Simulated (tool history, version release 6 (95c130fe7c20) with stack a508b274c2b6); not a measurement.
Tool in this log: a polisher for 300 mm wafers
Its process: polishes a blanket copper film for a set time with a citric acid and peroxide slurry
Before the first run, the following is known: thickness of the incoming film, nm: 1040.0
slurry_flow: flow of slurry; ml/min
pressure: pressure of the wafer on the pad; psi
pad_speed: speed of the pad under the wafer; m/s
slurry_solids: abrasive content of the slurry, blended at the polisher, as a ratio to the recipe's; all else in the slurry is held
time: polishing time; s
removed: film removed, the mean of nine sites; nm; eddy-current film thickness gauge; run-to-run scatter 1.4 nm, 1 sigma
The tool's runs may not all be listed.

run	hour	slurry_flow	pressure	pad_speed	slurry_solids	time	removed
1	0	285	4	1.12	1	99	341.95
2	3.2	285	4	1.12	1	99	340.82
3	6.1	285	3.3	1.08	1	99	295.16
4	12.9	280	2.8	0.98	1	99	246.19
5	21.6	335	2.8	0.98	1	99	250.95
6	27.7	335	2.8	0.98	1.15	99	259.51
7	29.1	330	2.5	0.9	1.15	99	229.75

Predict the results of run 8:
8	30.9	325	2.3	0.84	1.15	99	?

removed: 207.23 nm

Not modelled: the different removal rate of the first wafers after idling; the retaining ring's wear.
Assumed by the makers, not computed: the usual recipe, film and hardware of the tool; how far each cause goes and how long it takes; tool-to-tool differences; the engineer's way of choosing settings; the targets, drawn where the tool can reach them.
